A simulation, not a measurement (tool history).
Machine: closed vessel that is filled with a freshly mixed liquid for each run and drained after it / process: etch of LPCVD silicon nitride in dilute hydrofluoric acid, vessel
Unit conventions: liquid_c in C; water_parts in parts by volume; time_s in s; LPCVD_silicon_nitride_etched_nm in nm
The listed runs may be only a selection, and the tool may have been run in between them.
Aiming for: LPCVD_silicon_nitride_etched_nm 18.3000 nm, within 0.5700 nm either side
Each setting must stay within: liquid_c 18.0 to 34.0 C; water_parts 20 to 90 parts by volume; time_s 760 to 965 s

| run | hour | liquid_c | water_parts | time_s | LPCVD_silicon_nitride_etched_nm |
|---|---|---|---|---|---|
| 1 | 0.0 | 26.0 | 50 | 965 | 11.7310 |
| 2 | 7.4 | 26.0 | 50 | 965 | 11.8580 |
| 3 | 9.5 | 26.0 | 50 | 965 | 11.6990 |
| 4 | 17.8 | 26.0 | 35 | 965 | 16.6640 |
| 5 | 25.9 | 26.0 | 35 | 760 | 13.0790 |
| 6 | 32.5 | 26.0 | 50 | 760 | 9.2362 |
| 7 | 40.9 | 26.0 | 50 | 760 | 9.2843 |
| 8 | 48.5 | 27.0 | 50 | 760 | 9.9933 |
| 9 | 49.0 | 27.5 | 50 | 760 | 10.0620 |
| 10 | 55.7 | 28.0 | 50 | 760 | 10.5970 |
| 11 | 56.5 | 28.5 | 50 | 760 | 10.7910 |
| 12 | 62.0 | 29.0 | 50 | 760 | 11.1080 |
| 13 | 63.7 | 29.5 | 50 | 760 | 11.6570 |
| 14 | 72.7 | 30.0 | 50 | 760 | 11.9770 |
| 15 | 81.2 | 30.5 | 50 | 760 | 12.3870 |
| 16 | 89.9 | 31.0 | 50 | 760 | 12.8680 |
| 17 | 93.7 | 31.5 | 50 | 760 | 13.1340 |
| 18 | 94.8 | 34.0 | 40 | 765 | 19.1810 |

4 next moves are on the table. One of them brings every result within its allowed miss. Which?
| A | 95.9 | 34.0 | 40 | 775 | ? |
| B | 95.9 | 33.5 | 45 | 840 | ? |
| C | 95.9 | 32.5 | 40 | 870 | ? |
| D | 95.9 | 34.0 | 40 | 840 | ? |

| move | LPCVD_silicon_nitride_etched_nm |
|---|---|
| A | 19.5830 |
| B | 18.3010 |
| C | 20.0110 |
| D | 21.2250 |
A: further off than the last run
B: hits every target within its allowed miss
C: further off than the last run
D: further off than the last run
So the answer is move B, the one that meets all the targets.
